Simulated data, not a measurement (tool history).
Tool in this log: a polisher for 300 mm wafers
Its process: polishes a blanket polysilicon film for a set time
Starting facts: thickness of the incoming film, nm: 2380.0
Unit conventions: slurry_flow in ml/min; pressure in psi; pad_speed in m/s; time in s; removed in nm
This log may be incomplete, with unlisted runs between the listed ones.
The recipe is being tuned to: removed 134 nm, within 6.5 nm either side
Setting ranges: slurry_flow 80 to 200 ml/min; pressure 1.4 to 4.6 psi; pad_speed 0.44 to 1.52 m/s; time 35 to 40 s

Run 1, hour 0: slurry_flow 130 ml/min, pressure 3 psi, pad_speed 0.98 m/s, time 40 s. Result: removed 319.46 nm.
Run 2, hour 8.3: slurry_flow 130 ml/min, pressure 2.6 psi, pad_speed 0.9 m/s, time 40 s. Result: removed 270.06 nm.
Run 3, hour 14: slurry_flow 130 ml/min, pressure 2.6 psi, pad_speed 0.76 m/s, time 40 s. Result: removed 219.88 nm.
Run 4, hour 18.6: slurry_flow 130 ml/min, pressure 2.3 psi, pad_speed 0.72 m/s, time 40 s. Result: removed 189.54 nm.
Run 5, hour 19.5: slurry_flow 130 ml/min, pressure 2.8 psi, pad_speed 0.72 m/s, time 40 s. Result: removed 225.02 nm.
Run 6, hour 26: slurry_flow 130 ml/min, pressure 2.4 psi, pad_speed 0.7 m/s, time 40 s. Result: removed 190.6 nm.
At hour 31.2: slurry nozzle cleaned.
Run 7, hour 31.2: slurry_flow 130 ml/min, pressure 2.1 psi, pad_speed 0.7 m/s, time 40 s. Result: removed 192.3 nm.
Run 8, hour 36.9: slurry_flow 130 ml/min, pressure 1.9 psi, pad_speed 0.64 m/s, time 40 s. Result: removed 164.4 nm.
Run 9, hour 42.1: slurry_flow 130 ml/min, pressure 1.9 psi, pad_speed 0.64 m/s, time 40 s. Result: removed 160.95 nm.
Run 10, hour 49.4: slurry_flow 130 ml/min, pressure 1.8 psi, pad_speed 0.62 m/s, time 40 s. Result: removed 150.98 nm.

5 candidate next runs follow, results not yet known. Just one meets every target within its allowed miss. Identify it.
Run A, hour 56.7: slurry_flow 105 ml/min, pressure 1.7 psi, pad_speed 0.78 m/s, time 38 s. Result: removed ?.
Run B, hour 56.7: slurry_flow 125 ml/min, pressure 1.9 psi, pad_speed 0.6 m/s, time 36 s. Result: removed ?.
Run C, hour 56.7: slurry_flow 145 ml/min, pressure 1.7 psi, pad_speed 0.82 m/s, time 39 s. Result: removed ?.
Run D, hour 56.7: slurry_flow 150 ml/min, pressure 2.4 psi, pad_speed 0.7 m/s, time 35 s. Result: removed ?.
Run E, hour 56.7: slurry_flow 150 ml/min, pressure 3.1 psi, pad_speed 0.56 m/s, time 38 s. Result: removed ?.

move  removed
   A   163.62
   B   135.82
   C   189.29
   D    188.2
   E   201.49
A: misses by more than the last run did
B: hits every target within its allowed miss
C: misses by more than the last run did
D: misses by more than the last run did
E: misses by more than the last run did
Go with B: it meets all targets.
